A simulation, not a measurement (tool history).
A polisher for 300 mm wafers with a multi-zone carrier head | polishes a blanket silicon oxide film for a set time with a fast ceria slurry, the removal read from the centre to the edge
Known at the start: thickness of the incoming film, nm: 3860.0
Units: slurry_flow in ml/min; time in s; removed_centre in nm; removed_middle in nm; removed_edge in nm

| run | hour | slurry_flow | centre_zone | middle_zone | edge_zone | time | removed_centre | removed_middle | removed_edge |
|---|---|---|---|---|---|---|---|---|---|
| 1 | 0 | 210 | 1 | 1 | 1 | 54 | 476.76 | 486.32 | 473.56 |
| 2 | 1.8 | 210 | 1 | 0.92 | 1 | 54 | 479.08 | 459.07 | 496.18 |
| 3 | 2.9 | 210 | 1 | 0.92 | 1.05 | 54 | 476.93 | 463.83 | 491.97 |
| 4 | 10.7 | 210 | 1.06 | 0.92 | 1.05 | 54 | 503.2 | 453.29 | 495.86 |
| 5 | 14.4 | 210 | 1.06 | 0.92 | 1.05 | 67 | 623.55 | 569.41 | 604.36 |
| 6 | 21.8 | 195 | 1.05 | 0.93 | 1.03 | 59 | 526.47 | 487.71 | 535.56 |
| 7 | 28.6 | 185 | 1.05 | 0.95 | 1 | 53 | 477.73 | 448.57 | 477.7 |

The next listed run, before its measurement:
| 8 | 30.7 | 175 | 1.05 | 0.95 | 0.97 | 48 | ? | ? | ? |

{"run 8": {"removed_centre": 435.72, "removed_middle": 400.49, "removed_edge": 420.2}}
